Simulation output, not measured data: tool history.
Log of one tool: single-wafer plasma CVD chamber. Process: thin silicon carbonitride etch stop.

| run | hour | RF power (kW) | deposition time (s) | mean film thickness on the monitor wafer (angstrom) |
|---|---|---|---|---|
| 1 | 0.0 | 0.165 | 18.1 | 111.81 |
| 2 | 2.6 | 0.175 | 18.1 | 113.75 |
| 3 | 8.9 | 0.175 | 19.7 | 124.22 |
| 4 | 17.0 | 0.165 | 18.8 | 115.68 |
| 5 | 22.7 | 0.165 | 20.2 | 125.04 |
| 6 | 29.0 | 0.165 | 21.2 | 130.60 |
| 7 | 37.8 | 0.155 | 20.0 | 121.45 |

Run 8 comes next. What will it give?
| 8 | 45.6 | 0.145 | 19.0 | ? |

Run 8 gave mean film thickness on the monitor wafer (angstrom) 111.92.
